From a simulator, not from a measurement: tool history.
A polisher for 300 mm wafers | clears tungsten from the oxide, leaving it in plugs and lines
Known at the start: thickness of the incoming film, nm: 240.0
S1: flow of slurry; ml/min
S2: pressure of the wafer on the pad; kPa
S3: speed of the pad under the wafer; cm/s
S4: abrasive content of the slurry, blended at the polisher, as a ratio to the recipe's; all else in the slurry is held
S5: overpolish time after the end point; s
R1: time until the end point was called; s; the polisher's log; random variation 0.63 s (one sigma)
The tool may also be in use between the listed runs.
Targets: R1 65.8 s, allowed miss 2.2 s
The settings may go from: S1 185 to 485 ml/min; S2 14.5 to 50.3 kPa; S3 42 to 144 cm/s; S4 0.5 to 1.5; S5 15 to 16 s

run  hour   S1    S2  S3  S4  S5      R1
  1     0  310  32.4  92   1  15  42.733
  2   5.4  310    29  92   1  15  47.913
  3     6  310  26.9  92   1  15  50.884
  4  12.7  310  19.3  92   1  15  70.911
  5  20.6  310    20  92   1  15  68.535
  6  29.1  310  27.6  92   1  15  50.077
  7    34  310  26.2  92   1  15  52.655
  8  39.2  310  24.8  92   1  15  56.803
  9  46.2  310  24.1  92   1  15  58.533

Which of these 5 next moves meets every target?
  A  53.2  390  18.6  88   1.2  16   ?
  B  53.2  285  20.7  92  1.05  15   ?
  C  53.2  325  20.7  84  1.05  16   ?
  D  53.2  310  22.1  92  1.05  16   ?
  E  53.2  290  24.1  86  1.05  15   ?

move      R1
   A  70.854
   B  65.692
   C  69.442
   D  61.312
   E  59.671
A: takes the result that was furthest off past its target
B: meets every target
C: takes the result that was furthest off past its target
D: nearer than the last run, and not there yet
E: nearer than the last run, and not there yet
Answer: B
